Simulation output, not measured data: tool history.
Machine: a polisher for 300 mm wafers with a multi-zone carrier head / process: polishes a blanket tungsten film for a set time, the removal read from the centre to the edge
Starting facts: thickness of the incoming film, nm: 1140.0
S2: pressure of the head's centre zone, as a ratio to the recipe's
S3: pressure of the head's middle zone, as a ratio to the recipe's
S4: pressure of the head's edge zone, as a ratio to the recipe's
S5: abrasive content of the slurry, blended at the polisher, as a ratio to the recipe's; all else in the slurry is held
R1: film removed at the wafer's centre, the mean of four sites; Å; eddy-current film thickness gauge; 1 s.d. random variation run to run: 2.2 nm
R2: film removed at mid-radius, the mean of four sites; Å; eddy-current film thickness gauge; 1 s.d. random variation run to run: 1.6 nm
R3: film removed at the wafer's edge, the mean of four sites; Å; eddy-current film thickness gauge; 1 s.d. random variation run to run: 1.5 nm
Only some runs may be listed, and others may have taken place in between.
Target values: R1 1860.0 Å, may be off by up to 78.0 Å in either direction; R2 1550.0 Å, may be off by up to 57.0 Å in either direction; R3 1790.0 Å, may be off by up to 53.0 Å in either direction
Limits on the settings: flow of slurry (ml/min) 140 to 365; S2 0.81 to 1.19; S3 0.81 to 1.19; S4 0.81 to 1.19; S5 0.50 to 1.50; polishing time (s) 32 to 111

Run 1, hour 0.0: flow of slurry (ml/min) 235, S2 1.00, S3 1.00, S4 1.00, S5 1.00, polishing time (s) 71. Result: R1 3265.6 Å, R2 3251.1 Å, R3 3360.4 Å.
Run 2, hour 2.2: flow of slurry (ml/min) 230, S2 1.00, S3 0.97, S4 0.99, S5 0.90, polishing time (s) 66. Result: R1 2954.9 Å, R2 2923.4 Å, R3 3005.3 Å.
Run 3, hour 6.2: flow of slurry (ml/min) 230, S2 1.00, S3 0.88, S4 0.99, S5 0.90, polishing time (s) 66. Result: R1 3000.7 Å, R2 2664.3 Å, R3 3011.0 Å.
Run 4, hour 7.6: flow of slurry (ml/min) 225, S2 1.00, S3 0.87, S4 0.99, S5 0.85, polishing time (s) 62. Result: R1 2722.1 Å, R2 2449.4 Å, R3 2759.5 Å.
Run 5, hour 10.6: flow of slurry (ml/min) 220, S2 1.01, S3 0.86, S4 0.99, S5 0.80, polishing time (s) 59. Result: R1 2612.5 Å, R2 2241.6 Å, R3 2637.2 Å.
Run 6, hour 16.7: flow of slurry (ml/min) 200, S2 1.01, S3 0.86, S4 0.99, S5 0.80, polishing time (s) 59. Result: R1 2593.9 Å, R2 2216.7 Å, R3 2599.6 Å.
Run 7, hour 23.7: flow of slurry (ml/min) 195, S2 1.01, S3 0.85, S4 0.97, S5 0.75, polishing time (s) 57. Result: R1 2362.6 Å, R2 2092.9 Å, R3 2478.1 Å.
Run 8, hour 32.0: flow of slurry (ml/min) 200, S2 1.03, S3 0.85, S4 0.95, S5 0.70, polishing time (s) 54. Result: R1 2328.3 Å, R2 1978.9 Å, R3 2247.6 Å.
Run 9, hour 38.7: flow of slurry (ml/min) 195, S2 1.03, S3 0.84, S4 0.94, S5 0.65, polishing time (s) 53. Result: R1 2224.8 Å, R2 1906.9 Å, R3 2153.4 Å.
Run 10, hour 40.1: flow of slurry (ml/min) 190, S2 1.03, S3 0.84, S4 0.94, S5 0.65, polishing time (s) 52. Result: R1 2182.7 Å, R2 1823.8 Å, R3 2136.2 Å.
Run 11, hour 45.9: flow of slurry (ml/min) 185, S2 1.03, S3 0.84, S4 0.93, S5 0.65, polishing time (s) 52. Result: R1 2197.1 Å, R2 1823.9 Å, R3 2098.4 Å.
Run 12, hour 51.7: flow of slurry (ml/min) 180, S2 1.02, S3 0.84, S4 0.92, S5 0.65, polishing time (s) 52. Result: R1 2198.5 Å, R2 1840.1 Å, R3 2110.0 Å.
Run 13, hour 52.6: flow of slurry (ml/min) 180, S2 1.02, S3 0.84, S4 0.91, S5 0.65, polishing time (s) 51. Result: R1 2087.6 Å, R2 1812.9 Å, R3 2056.7 Å.
Run 14, hour 61.0: flow of slurry (ml/min) 175, S2 1.02, S3 0.84, S4 0.91, S5 0.65, polishing time (s) 50. Result: R1 2076.0 Å, R2 1747.6 Å, R3 1989.5 Å.
Run 15, hour 67.5: flow of slurry (ml/min) 170, S2 1.02, S3 0.84, S4 0.90, S5 0.65, polishing time (s) 50. Result: R1 2006.6 Å, R2 1711.6 Å, R3 2021.9 Å.
Run 16, hour 71.2: flow of slurry (ml/min) 170, S2 1.02, S3 0.84, S4 0.89, S5 0.65, polishing time (s) 50. Result: R1 2020.0 Å, R2 1699.4 Å, R3 1972.0 Å.
Run 17, hour 73.5: flow of slurry (ml/min) 170, S2 1.02, S3 0.84, S4 0.88, S5 0.65, polishing time (s) 50. Result: R1 2023.9 Å, R2 1740.8 Å, R3 1952.0 Å.
Run 18, hour 75.1: flow of slurry (ml/min) 165, S2 1.02, S3 0.84, S4 0.88, S5 0.65, polishing time (s) 50. Result: R1 2013.6 Å, R2 1727.6 Å, R3 1964.9 Å.
Run 19, hour 82.1: flow of slurry (ml/min) 160, S2 1.02, S3 0.84, S4 0.88, S5 0.65, polishing time (s) 50. Result: R1 2046.0 Å, R2 1728.9 Å, R3 1908.5 Å.
Run 20, hour 89.2: flow of slurry (ml/min) 160, S2 1.02, S3 0.82, S4 0.88, S5 0.55, polishing time (s) 49. Result: R1 1893.3 Å, R2 1583.9 Å, R3 1866.5 Å.
Run 21, hour 93.1: flow of slurry (ml/min) 160, S2 1.02, S3 0.82, S4 0.87, S5 0.55, polishing time (s) 49. Result: R1 1878.9 Å, R2 1617.5 Å, R3 1859.4 Å.

Pick the move, out of 4, that brings all results within their allowed miss; only one does.
Run A, hour 97.0: flow of slurry (ml/min) 285, S2 1.06, S3 0.89, S4 0.85, S5 0.60, polishing time (s) 45. Result: R1 ?, R2 ?, R3 ?.
Run B, hour 97.0: flow of slurry (ml/min) 195, S2 0.95, S3 0.96, S4 0.81, S5 0.75, polishing time (s) 42. Result: R1 ?, R2 ?, R3 ?.
Run C, hour 97.0: flow of slurry (ml/min) 140, S2 1.10, S3 0.81, S4 0.99, S5 0.65, polishing time (s) 44. Result: R1 ?, R2 ?, R3 ?.
Run D, hour 97.0: flow of slurry (ml/min) 185, S2 1.03, S3 0.82, S4 0.89, S5 0.50, polishing time (s) 47. Result: R1 ?, R2 ?, R3 ?.

move      R1      R2      R3
   A  2021.9  1753.6  1797.2
   B  1660.4  1723.4  1642.0
   C  1816.1  1425.9  1752.6
   D  1859.5  1564.0  1779.2
A: corrects the largest miss of the last run, while another result sits out of spec
B: the result that was furthest off in the last run now lies on the other side of its target
C: corrects the largest miss of the last run, while another result sits out of spec
D: in spec on every target
D is the move that brings every result within its allowed miss.
